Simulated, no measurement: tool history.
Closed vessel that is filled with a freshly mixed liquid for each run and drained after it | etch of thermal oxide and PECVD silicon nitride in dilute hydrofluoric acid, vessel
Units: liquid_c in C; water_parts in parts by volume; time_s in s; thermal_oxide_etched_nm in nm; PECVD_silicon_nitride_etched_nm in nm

run    day  liquid_c  water_parts  time_s  thermal_oxide_etched_nm  PECVD_silicon_nitride_etched_nm
  1  0.000      24.0          105     240                   10.793                           5.5553
  2  0.338      26.0          105     240                   11.650                           6.3657
  3  0.633      24.5          110     240                   10.324                           5.4439
  4  0.758      24.5           75     240                   15.859                           7.9732
  5  0.854      24.5           55     240                   22.336                          10.7190
  6  0.946      24.5           25     240                   51.129                          23.6750
  7  1.296      23.5           40     240                   29.814                          13.7400

The next listed run, before its measurement:
  8  1.575      19.5           80     255                        ?                                ?

{"run 8": {"thermal_oxide_etched_nm": 12.762, "PECVD_silicon_nitride_etched_nm": 5.6626}}
